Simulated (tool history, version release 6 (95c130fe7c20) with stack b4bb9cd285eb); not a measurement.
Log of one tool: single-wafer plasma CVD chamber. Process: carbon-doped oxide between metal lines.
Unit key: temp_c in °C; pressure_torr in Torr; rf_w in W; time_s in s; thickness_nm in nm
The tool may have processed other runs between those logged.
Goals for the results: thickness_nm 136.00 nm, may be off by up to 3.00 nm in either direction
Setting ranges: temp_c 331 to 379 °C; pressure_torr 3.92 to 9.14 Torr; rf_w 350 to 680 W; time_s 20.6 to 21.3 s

run,hour,temp_c,pressure_torr,rf_w,time_s,thickness_nm
1,0.0,355,6.53,515,20.6,121.37
2,6.6,359,6.53,515,20.6,119.94
3,11.6,357,6.65,530,20.6,123.77
4,18.2,356,6.82,540,20.6,124.77
5,19.3,355,6.85,550,20.6,127.56
6,23.3,354,6.93,555,20.6,129.43
7,24.9,353,7.01,560,20.6,129.69
8,30.6,352,7.05,565,20.6,131.75
9,31.6,351,7.09,565,20.6,130.63

Exactly one of the 5 candidate moves below puts every result within its allowed miss. Which one?
A,32.6,355,7.12,535,20.6,?
B,32.6,354,7.14,590,20.8,?
C,32.6,347,7.39,535,20.6,?
D,32.6,348,6.92,545,20.6,?
E,32.6,352,6.72,540,21.0,?

move,thickness_nm
A,125.54
B,136.23
C,128.27
D,129.24
E,129.34
A: its largest miss is bigger than the last run's
B: every result within its allowed miss
C: its largest miss is bigger than the last run's
D: its largest miss is bigger than the last run's
E: its largest miss is bigger than the last run's
So the answer is move B, the one that meets all the targets.

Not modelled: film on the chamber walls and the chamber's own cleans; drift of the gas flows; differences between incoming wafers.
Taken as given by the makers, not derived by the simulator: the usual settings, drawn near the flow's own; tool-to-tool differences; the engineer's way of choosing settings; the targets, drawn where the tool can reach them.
